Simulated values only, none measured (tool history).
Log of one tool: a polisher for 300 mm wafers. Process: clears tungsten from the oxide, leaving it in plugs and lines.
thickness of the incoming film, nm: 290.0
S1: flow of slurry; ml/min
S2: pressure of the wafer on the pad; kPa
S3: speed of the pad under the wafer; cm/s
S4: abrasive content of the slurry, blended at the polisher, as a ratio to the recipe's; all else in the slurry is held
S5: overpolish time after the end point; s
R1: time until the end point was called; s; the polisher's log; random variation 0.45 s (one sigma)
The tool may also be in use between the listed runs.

run,day,S1,S2,S3,S4,S5,R1
1,0,295,27.6,92,1,33,74.464
2,0.283,295,29.6,92,1,33,67.92
3,0.458,365,29.6,92,1,33,67.56
4,0.621,365,31,92,1,33,64.465
5,0.975,365,31,102,1,33,57.48
6,1.096,365,31,102,1,36,58.814
7,1.208,365,31.7,102,1,36,56.932
8,1.579,365,32.4,102,1,36,56.998
9,1.667,365,33.1,102,1,36,54.79

The next listed run, before its measurement:
10,1.879,365,33.8,102,1,36,?

R1: 53.72 s
